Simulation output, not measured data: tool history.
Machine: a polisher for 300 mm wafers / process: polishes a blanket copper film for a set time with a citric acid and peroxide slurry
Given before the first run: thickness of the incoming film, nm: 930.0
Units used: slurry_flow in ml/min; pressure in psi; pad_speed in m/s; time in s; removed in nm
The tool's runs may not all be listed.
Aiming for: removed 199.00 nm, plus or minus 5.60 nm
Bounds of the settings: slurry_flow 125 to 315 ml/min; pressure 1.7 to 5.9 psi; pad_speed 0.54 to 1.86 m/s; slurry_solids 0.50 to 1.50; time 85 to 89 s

Run 1, hour 0.0: slurry_flow 205 ml/min, pressure 3.8 psi, pad_speed 1.18 m/s, slurry_solids 1.00, time 85 s. Result: removed 237.29 nm.
Run 2, hour 3.5: slurry_flow 205 ml/min, pressure 4.6 psi, pad_speed 1.18 m/s, slurry_solids 1.00, time 85 s. Result: removed 282.99 nm.
Run 3, hour 7.2: slurry_flow 205 ml/min, pressure 4.6 psi, pad_speed 1.18 m/s, slurry_solids 1.00, time 85 s. Result: removed 281.80 nm.
Run 4, hour 13.9: slurry_flow 205 ml/min, pressure 4.6 psi, pad_speed 1.18 m/s, slurry_solids 1.00, time 85 s. Result: removed 277.47 nm.
Run 5, hour 22.4: slurry_flow 205 ml/min, pressure 4.4 psi, pad_speed 1.18 m/s, slurry_solids 1.00, time 85 s. Result: removed 271.42 nm.
Run 6, hour 23.6: slurry_flow 205 ml/min, pressure 4.4 psi, pad_speed 1.44 m/s, slurry_solids 1.00, time 85 s. Result: removed 327.56 nm.
Run 7, hour 32.3: slurry_flow 205 ml/min, pressure 4.2 psi, pad_speed 1.44 m/s, slurry_solids 1.00, time 85 s. Result: removed 316.27 nm.
Run 8, hour 39.2: slurry_flow 205 ml/min, pressure 4.0 psi, pad_speed 1.44 m/s, slurry_solids 1.00, time 85 s. Result: removed 304.66 nm.
Run 9, hour 45.3: slurry_flow 205 ml/min, pressure 3.8 psi, pad_speed 1.44 m/s, slurry_solids 1.00, time 85 s. Result: removed 292.10 nm.
Run 10, hour 49.2: slurry_flow 205 ml/min, pressure 3.6 psi, pad_speed 1.44 m/s, slurry_solids 1.00, time 85 s. Result: removed 280.42 nm.
Run 11, hour 54.6: slurry_flow 205 ml/min, pressure 3.4 psi, pad_speed 1.44 m/s, slurry_solids 1.00, time 85 s. Result: removed 268.26 nm.

Below are 5 possible settings for the next run. Only one of them brings all results inside the allowed miss of their targets. Which is it?
Run A, hour 60.0: slurry_flow 170 ml/min, pressure 3.0 psi, pad_speed 1.34 m/s, slurry_solids 1.05, time 85 s. Result: removed ?.
Run B, hour 60.0: slurry_flow 235 ml/min, pressure 3.4 psi, pad_speed 1.54 m/s, slurry_solids 0.95, time 88 s. Result: removed ?.
Run C, hour 60.0: slurry_flow 180 ml/min, pressure 3.4 psi, pad_speed 1.00 m/s, slurry_solids 1.05, time 85 s. Result: removed ?.
Run D, hour 60.0: slurry_flow 230 ml/min, pressure 2.5 psi, pad_speed 1.24 m/s, slurry_solids 0.85, time 85 s. Result: removed ?.
Run E, hour 60.0: slurry_flow 185 ml/min, pressure 2.8 psi, pad_speed 1.26 m/s, slurry_solids 0.95, time 85 s. Result: removed ?.

move  removed
   A   224.03
   B   297.79
   C   186.62
   D   182.60
   E   199.52
A: nearer than the last run, and not there yet
B: moves away from the targets compared with the last run
C: the result that was furthest off in the last run now lies on the other side of its target
D: the result that was furthest off in the last run now lies on the other side of its target
E: every result lands within tolerance
E meets every target.

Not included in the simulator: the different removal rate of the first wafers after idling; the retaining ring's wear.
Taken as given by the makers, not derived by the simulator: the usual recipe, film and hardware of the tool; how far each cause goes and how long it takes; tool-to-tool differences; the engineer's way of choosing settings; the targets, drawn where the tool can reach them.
